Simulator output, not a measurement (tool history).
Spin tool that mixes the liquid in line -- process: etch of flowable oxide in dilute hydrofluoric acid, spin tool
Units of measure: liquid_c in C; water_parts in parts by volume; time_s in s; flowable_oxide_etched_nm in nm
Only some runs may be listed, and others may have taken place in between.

run 1 hour=0 | liquid_c=24 water_parts=210 time_s=20 | flowable_oxide_etched_nm=2.2317
run 2 hour=4.9 | liquid_c=22 water_parts=210 time_s=20 | flowable_oxide_etched_nm=2.0805
run 3 hour=6.6 | liquid_c=23 water_parts=210 time_s=20 | flowable_oxide_etched_nm=2.1453
run 4 hour=11.5 | liquid_c=23 water_parts=145 time_s=20 | flowable_oxide_etched_nm=3.3299
run 5 hour=18.8 | liquid_c=23 water_parts=110 time_s=20 | flowable_oxide_etched_nm=4.5751
run 6 hour=25.9 | liquid_c=22.5 water_parts=115 time_s=20 | flowable_oxide_etched_nm=4.2691
run 7 hour=30.9 | liquid_c=22 water_parts=120 time_s=20 | flowable_oxide_etched_nm=3.9618
run 8 hour=39.1 | liquid_c=21.5 water_parts=125 time_s=20 | flowable_oxide_etched_nm=3.7626

Predict the results of run 9:
run 9 hour=47.6 | liquid_c=21 water_parts=130 time_s=20 | flowable_oxide_etched_nm=?

{"run 9": {"flowable_oxide_etched_nm": 3.4723}}

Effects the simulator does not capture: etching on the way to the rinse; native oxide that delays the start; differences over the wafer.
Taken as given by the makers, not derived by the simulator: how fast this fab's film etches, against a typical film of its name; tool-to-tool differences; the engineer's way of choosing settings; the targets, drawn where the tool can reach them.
